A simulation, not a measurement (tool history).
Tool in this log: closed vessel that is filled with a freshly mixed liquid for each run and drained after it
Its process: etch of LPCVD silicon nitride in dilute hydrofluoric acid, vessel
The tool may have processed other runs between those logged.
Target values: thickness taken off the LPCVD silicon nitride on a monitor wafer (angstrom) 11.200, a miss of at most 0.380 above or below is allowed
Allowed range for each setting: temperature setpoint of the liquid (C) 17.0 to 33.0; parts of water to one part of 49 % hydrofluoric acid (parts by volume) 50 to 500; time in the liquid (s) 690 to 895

run	hour	temperature setpoint of the liquid (C)	parts of water to one part of 49 % hydrofluoric acid (parts by volume)	time in the liquid (s)	thickness taken off the LPCVD silicon nitride on a monitor wafer (angstrom)
1	0.0	25.0	275	895	19.438
2	9.2	23.0	280	895	17.077
3	11.2	23.0	220	895	21.741
4	16.6	21.5	240	895	18.021
5	20.8	18.0	240	895	14.342
6	29.2	18.0	250	895	13.988
7	37.2	18.0	250	895	13.642
8	44.6	18.0	260	895	13.205
9	46.3	18.0	265	895	13.055
10	56.2	18.0	270	895	13.021
11	61.0	18.0	270	895	13.019
12	68.0	18.0	275	895	12.778
13	72.2	18.0	280	895	12.201
14	78.8	17.5	285	895	11.672

Exercise: of the 4 proposed moves below, exactly one satisfies all targets within the stated allowed misses. Which move is it?
A	85.4	17.0	270	895	?
B	85.4	17.0	260	740	?
C	85.4	17.5	295	865	?
D	85.4	19.0	325	795	?

move	thickness taken off the LPCVD silicon nitride on a monitor wafer (angstrom)
A	11.823
B	10.133
C	10.854
D	10.021
A: misses by more than the last run did
B: pushes the last run's worst result past its target
C: all results in spec
D: pushes the last run's worst result past its target
Go with C: it meets all targets.

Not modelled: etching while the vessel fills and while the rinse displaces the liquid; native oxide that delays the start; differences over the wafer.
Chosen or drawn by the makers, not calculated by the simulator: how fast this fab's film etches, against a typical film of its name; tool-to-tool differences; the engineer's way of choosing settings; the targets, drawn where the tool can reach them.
